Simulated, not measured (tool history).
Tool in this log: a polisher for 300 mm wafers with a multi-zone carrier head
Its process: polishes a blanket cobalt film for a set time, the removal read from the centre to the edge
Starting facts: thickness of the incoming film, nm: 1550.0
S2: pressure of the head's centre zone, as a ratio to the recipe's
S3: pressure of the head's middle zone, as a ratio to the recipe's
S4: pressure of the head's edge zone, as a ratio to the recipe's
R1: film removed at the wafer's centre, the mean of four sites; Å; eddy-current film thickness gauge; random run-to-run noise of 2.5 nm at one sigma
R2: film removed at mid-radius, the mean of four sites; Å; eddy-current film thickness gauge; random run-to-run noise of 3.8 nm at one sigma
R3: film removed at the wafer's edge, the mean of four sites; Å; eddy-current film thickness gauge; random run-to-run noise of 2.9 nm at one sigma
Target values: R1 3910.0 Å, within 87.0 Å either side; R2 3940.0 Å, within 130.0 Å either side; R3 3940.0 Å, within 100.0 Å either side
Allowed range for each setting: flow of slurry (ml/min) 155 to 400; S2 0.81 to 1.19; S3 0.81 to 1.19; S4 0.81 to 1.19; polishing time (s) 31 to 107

{"run": 1, "hour": 0.0, "flow of slurry (ml/min)": 255, "S2": 1.0, "S3": 1.0, "S4": 1.0, "polishing time (s)": 69, "R1": 2905.0, "R2": 2929.9, "R3": 2736.9}
{"run": 2, "hour": 3.6, "flow of slurry (ml/min)": 260, "S2": 1.01, "S3": 1.01, "S4": 1.05, "polishing time (s)": 75, "R1": 3179.8, "R2": 3214.7, "R3": 3045.8}
{"run": 3, "hour": 8.2, "flow of slurry (ml/min)": 260, "S2": 1.05, "S3": 1.01, "S4": 1.05, "polishing time (s)": 75, "R1": 3268.2, "R2": 3146.1, "R3": 3081.5}
{"run": 4, "hour": 12.8, "flow of slurry (ml/min)": 260, "S2": 1.05, "S3": 1.01, "S4": 1.05, "polishing time (s)": 68, "R1": 2967.1, "R2": 2909.6, "R3": 2797.2}
{"run": 5, "hour": 17.1, "flow of slurry (ml/min)": 260, "S2": 1.05, "S3": 1.01, "S4": 0.97, "polishing time (s)": 68, "R1": 2932.9, "R2": 2819.4, "R3": 2697.7}
{"run": 6, "hour": 25.7, "flow of slurry (ml/min)": 305, "S2": 1.05, "S3": 1.01, "S4": 0.97, "polishing time (s)": 68, "R1": 2997.4, "R2": 2936.5, "R3": 2666.6}
{"hour": 31.1, "done": "edge zone pressure recalibrated"}
{"run": 7, "hour": 31.1, "flow of slurry (ml/min)": 270, "S2": 1.06, "S3": 1.04, "S4": 1.03, "polishing time (s)": 74, "R1": 3250.1, "R2": 3221.7, "R3": 3115.7}
{"run": 8, "hour": 39.0, "flow of slurry (ml/min)": 295, "S2": 1.09, "S3": 1.07, "S4": 1.06, "polishing time (s)": 76, "R1": 3434.0, "R2": 3360.7, "R3": 3256.0}
{"run": 9, "hour": 41.4, "flow of slurry (ml/min)": 310, "S2": 1.1, "S3": 1.13, "S4": 1.16, "polishing time (s)": 88, "R1": 4001.5, "R2": 4157.6, "R3": 3994.5}
{"run": 10, "hour": 47.3, "flow of slurry (ml/min)": 305, "S2": 1.1, "S3": 1.11, "S4": 1.17, "polishing time (s)": 88, "R1": 3980.2, "R2": 4029.0, "R3": 3980.2}

5 candidate next runs follow, results not yet known. Just one meets every target within its allowed miss. Identify it.
{"run": "A", "hour": 53.2, "flow of slurry (ml/min)": 240, "S2": 0.99, "S3": 1.06, "S4": 1.19, "polishing time (s)": 91, "R1": "?", "R2": "?", "R3": "?"}
{"run": "B", "hour": 53.2, "flow of slurry (ml/min)": 310, "S2": 1.1, "S3": 1.1, "S4": 1.19, "polishing time (s)": 86, "R1": "?", "R2": "?", "R3": "?"}
{"run": "C", "hour": 53.2, "flow of slurry (ml/min)": 330, "S2": 1.15, "S3": 1.0, "S4": 1.19, "polishing time (s)": 86, "R1": "?", "R2": "?", "R3": "?"}
{"run": "D", "hour": 53.2, "flow of slurry (ml/min)": 395, "S2": 1.06, "S3": 1.06, "S4": 1.13, "polishing time (s)": 90, "R1": "?", "R2": "?", "R3": "?"}
{"run": "E", "hour": 53.2, "flow of slurry (ml/min)": 255, "S2": 1.02, "S3": 1.06, "S4": 1.0, "polishing time (s)": 95, "R1": "?", "R2": "?", "R3": "?"}

move=A R1=3769.9 R2=4034.6 R3=4114.1
move=B R1=3911.4 R2=4016.2 R3=3947.3
move=C R1=4049.7 R2=3720.1 R3=3966.7
move=D R1=4068.1 R2=4143.6 R3=4077.0
move=E R1=4036.5 R2=4234.3 R3=3949.7
A: carries the result that was furthest off beyond its target, to the other side
B: in spec on every target
C: moves away from the targets compared with the last run
D: moves away from the targets compared with the last run
E: moves away from the targets compared with the last run
B is the move that brings every result within its allowed miss.
